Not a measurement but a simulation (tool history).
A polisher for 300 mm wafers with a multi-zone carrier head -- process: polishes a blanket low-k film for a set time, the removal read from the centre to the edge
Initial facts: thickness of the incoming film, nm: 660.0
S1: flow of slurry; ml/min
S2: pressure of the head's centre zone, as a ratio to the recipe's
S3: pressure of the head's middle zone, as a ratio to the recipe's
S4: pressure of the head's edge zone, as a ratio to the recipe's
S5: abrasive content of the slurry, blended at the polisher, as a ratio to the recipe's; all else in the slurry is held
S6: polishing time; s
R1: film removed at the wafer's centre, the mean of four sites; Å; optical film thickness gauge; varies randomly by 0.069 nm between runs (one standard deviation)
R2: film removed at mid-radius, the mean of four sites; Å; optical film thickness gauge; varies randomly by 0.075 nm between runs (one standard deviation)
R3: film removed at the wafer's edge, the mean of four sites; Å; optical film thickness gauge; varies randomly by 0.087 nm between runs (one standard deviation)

run  hour   S1    S2    S3    S4    S5  S6      R1      R2      R3
  1     0  230     1     1     1     1  42  196.99  180.99  176.51
  2   1.8  230     1     1  0.94     1  42  199.64   183.3  173.04
  3   4.9  230     1  1.06  0.94     1  42  192.34  191.78   174.7
  4  11.7  200     1  1.06  0.94     1  42  192.32  187.54  169.71
  5  15.1  200     1  1.12  0.94     1  42  187.67   192.7  173.33
  6  24.1  200  1.08  1.12  0.94     1  42  205.23  195.94  170.99
  7  30.1  180     1  1.13  0.91  0.85  35  139.15  144.18   123.6
  8  33.9  175  0.94  1.14  0.92  0.75  32  105.52  121.75  101.31
  9  39.5  170   0.9  1.11  0.93  0.65  31  84.985   98.01  85.981
 10    40  165  0.87  1.11  0.92  0.65  31   79.81  97.036  84.467
 11  41.9  160  0.85   1.1  0.89  0.65  31  78.824  95.584  81.003
 12  42.8  155  0.84   1.1   0.9  0.65  31  77.589  94.423  83.244

Predict the results of run 13:
 13  48.3  150  0.81  1.11  0.87  0.5  30   ?   ?   ?

For run 13 the tool returned R1 50.567 Å, R2 63.925 Å, R3 54.735 Å.
